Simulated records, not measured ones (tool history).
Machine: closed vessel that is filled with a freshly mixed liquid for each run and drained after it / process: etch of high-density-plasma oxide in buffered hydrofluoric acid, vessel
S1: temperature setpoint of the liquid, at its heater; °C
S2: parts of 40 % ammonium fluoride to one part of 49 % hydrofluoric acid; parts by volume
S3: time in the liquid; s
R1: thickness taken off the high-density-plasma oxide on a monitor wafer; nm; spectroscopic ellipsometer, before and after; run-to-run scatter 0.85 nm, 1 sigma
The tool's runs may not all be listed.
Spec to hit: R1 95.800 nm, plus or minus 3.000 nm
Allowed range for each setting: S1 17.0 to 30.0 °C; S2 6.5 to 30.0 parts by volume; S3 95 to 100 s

Run 1, hour 0.0: S1 22.0 °C, S2 18.5 parts by volume, S3 95 s. Result: R1 123.270 nm.
Run 2, hour 6.3: S1 22.0 °C, S2 18.5 parts by volume, S3 100 s. Result: R1 130.140 nm.
Run 3, hour 8.2: S1 22.0 °C, S2 13.5 parts by volume, S3 100 s. Result: R1 178.910 nm.
Run 4, hour 13.1: S1 20.5 °C, S2 15.5 parts by volume, S3 100 s. Result: R1 142.780 nm.
Run 5, hour 21.2: S1 19.5 °C, S2 16.5 parts by volume, S3 100 s. Result: R1 125.560 nm.
Run 6, hour 23.7: S1 19.0 °C, S2 17.0 parts by volume, S3 100 s. Result: R1 119.790 nm.
At hour 25.0: hydrofluoric acid flow meter replaced.
Run 7, hour 25.0: S1 18.5 °C, S2 17.5 parts by volume, S3 100 s. Result: R1 121.030 nm.
Run 8, hour 29.8: S1 18.0 °C, S2 18.5 parts by volume, S3 100 s. Result: R1 110.180 nm.
Run 9, hour 33.8: S1 17.5 °C, S2 19.0 parts by volume, S3 100 s. Result: R1 107.040 nm.
Run 10, hour 40.0: S1 17.5 °C, S2 19.5 parts by volume, S3 100 s. Result: R1 102.420 nm.
Run 11, hour 43.4: S1 17.5 °C, S2 20.0 parts by volume, S3 100 s. Result: R1 99.159 nm.

4 candidate next runs follow, results not yet known. Just one meets every target within its allowed miss. Identify it.
Run A, hour 46.8: S1 17.0 °C, S2 19.0 parts by volume, S3 100 s. Result: R1 ?.
Run B, hour 46.8: S1 17.0 °C, S2 18.0 parts by volume, S3 95 s. Result: R1 ?.
Run C, hour 46.8: S1 18.0 °C, S2 22.5 parts by volume, S3 100 s. Result: R1 ?.
Run D, hour 46.8: S1 17.5 °C, S2 19.5 parts by volume, S3 100 s. Result: R1 ?.

move       R1
   A  102.860
   B  103.080
   C   95.429
   D  103.160
A: moves away from the targets compared with the last run
B: moves away from the targets compared with the last run
C: every result lands within tolerance
D: moves away from the targets compared with the last run
Correct choice: C, which meets every target
